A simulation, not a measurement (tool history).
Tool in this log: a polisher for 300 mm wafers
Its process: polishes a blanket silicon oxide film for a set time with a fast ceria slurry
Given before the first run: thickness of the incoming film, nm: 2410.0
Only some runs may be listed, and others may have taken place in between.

run	day	flow of slurry (ml/min)	pressure of the wafer on the pad (kPa)	speed of the pad under the wafer (m/s)	polishing time (s)	film removed (angstrom)
1	0	225	17.2	0.78	42	4374.2
2	0.175	225	20	0.8	42	5207.6
3	0.404	175	20	0.8	42	5052.5
4	0.546	175	23.4	0.8	42	5905.1
5	0.775	175	21.4	0.8	42	5375.7
6	0.996	200	21.4	0.8	42	5648.7
7	1.075	200	21.4	0.8	42	5672.3

Run 8, settings as shown, results not yet in. Your forecast:
8	1.442	220	22.1	0.8	42	?

{"run 8": {"film removed (angstrom)": 5738.3}}
